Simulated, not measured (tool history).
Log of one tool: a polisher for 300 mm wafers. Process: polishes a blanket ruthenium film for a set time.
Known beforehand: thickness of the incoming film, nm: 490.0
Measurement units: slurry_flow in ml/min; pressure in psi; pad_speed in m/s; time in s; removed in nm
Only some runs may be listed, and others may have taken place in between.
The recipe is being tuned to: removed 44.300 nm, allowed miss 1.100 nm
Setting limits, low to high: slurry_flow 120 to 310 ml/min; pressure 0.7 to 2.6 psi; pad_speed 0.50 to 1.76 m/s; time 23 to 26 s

run	hour	slurry_flow	pressure	pad_speed	time	removed
1	0.0	200	1.6	1.12	26	24.488
2	1.7	200	1.6	1.38	26	29.577
3	10.2	200	1.6	1.38	26	29.518
4	16.4	165	1.6	1.38	26	29.026
5	17.9	140	1.6	1.38	26	28.246
6	20.1	155	1.7	1.38	26	29.828
7	26.6	170	1.8	1.38	26	32.264
8	34.0	180	1.9	1.38	26	33.762
9	35.5	180	1.9	1.38	26	33.517
10	42.9	225	2.4	1.38	26	42.625

Exercise: of the 4 proposed moves below, exactly one satisfies all targets within the stated allowed misses. Which move is it?
A	50.3	160	2.6	1.34	25	?
B	50.3	175	2.6	1.30	25	?
C	50.3	245	2.3	1.40	25	?
D	50.3	265	2.3	1.46	26	?

move	removed
A	40.998
B	40.382
C	40.377
D	44.008
A: misses by more than the last run did
B: misses by more than the last run did
C: misses by more than the last run did
D: hits every target within its allowed miss
So the answer is move D, the one that meets all the targets.
